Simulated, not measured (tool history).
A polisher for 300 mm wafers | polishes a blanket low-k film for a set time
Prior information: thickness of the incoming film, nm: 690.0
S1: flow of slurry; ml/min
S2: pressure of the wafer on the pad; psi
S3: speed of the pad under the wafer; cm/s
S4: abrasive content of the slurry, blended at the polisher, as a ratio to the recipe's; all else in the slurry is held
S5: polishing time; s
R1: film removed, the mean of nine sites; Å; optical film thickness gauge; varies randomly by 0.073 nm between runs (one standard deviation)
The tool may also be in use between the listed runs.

run 1 day=0.000 | S1=250 S2=1.5 S3=112 S4=1.0 S5=20 | R1=63.475
run 2 day=0.312 | S1=250 S2=1.5 S3=90 S4=1.0 S5=20 | R1=55.777
run 3 day=0.579 | S1=250 S2=1.6 S3=90 S4=1.0 S5=20 | R1=59.126
run 4 day=0.633 | S1=250 S2=1.7 S3=90 S4=1.0 S5=20 | R1=61.014
run 5 day=0.671 | S1=250 S2=1.7 S3=90 S4=1.0 S5=17 | R1=52.626
run 6 day=0.962 | S1=250 S2=1.9 S3=92 S4=1.0 S5=17 | R1=58.255
run 7 day=1.254 | S1=250 S2=2.0 S3=94 S4=1.0 S5=17 | R1=62.472
run 8 day=1.346 | S1=250 S2=2.1 S3=94 S4=1.0 S5=17 | R1=63.964
-- day=1.383 conditioning disc replaced and pad reconditioned
run 9 day=1.383 | S1=250 S2=2.2 S3=94 S4=1.0 S5=17 | R1=87.561
run 10 day=1.683 | S1=250 S2=2.1 S3=94 S4=1.0 S5=17 | R1=83.430
run 11 day=1.988 | S1=250 S2=2.0 S3=94 S4=1.0 S5=17 | R1=79.513
run 12 day=2.038 | S1=250 S2=2.0 S3=94 S4=1.0 S5=17 | R1=80.799
run 13 day=2.196 | S1=250 S2=1.9 S3=94 S4=1.0 S5=17 | R1=75.520

Run 14 is up next; what results do you expect?
run 14 day=2.296 | S1=250 S2=1.8 S3=94 S4=1.0 S5=17 | R1=?

Run 14 yielded R1 71.722 Å.
